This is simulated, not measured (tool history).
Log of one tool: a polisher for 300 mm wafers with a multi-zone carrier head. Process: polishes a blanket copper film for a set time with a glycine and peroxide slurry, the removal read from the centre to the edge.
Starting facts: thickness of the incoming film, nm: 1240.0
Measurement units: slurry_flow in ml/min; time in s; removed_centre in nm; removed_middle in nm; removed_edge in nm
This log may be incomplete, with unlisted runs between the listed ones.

run,hour,slurry_flow,centre_zone,middle_zone,edge_zone,time,removed_centre,removed_middle,removed_edge
1,0,195,1,1,1,81,380.2,372.7,375.8
2,1.3,180,0.97,0.98,0.97,80,355.18,372.39,367.26
3,4.6,175,0.97,0.95,0.96,77,338.76,341,346.76
4,9.3,175,0.97,0.95,1.03,77,346.12,341.71,354.44
5,14.2,175,0.97,0.91,1.03,77,340.63,337.01,360.38
6,18.9,175,0.97,0.94,1.03,77,343.55,339.93,363.71

Estimate the outcome of run 7 from the log above:
7,20.7,170,0.96,0.93,1,76,?,?,?

Run 7 measured removed_centre 329.08 nm, removed_middle 333.96 nm, removed_edge 352.17 nm.
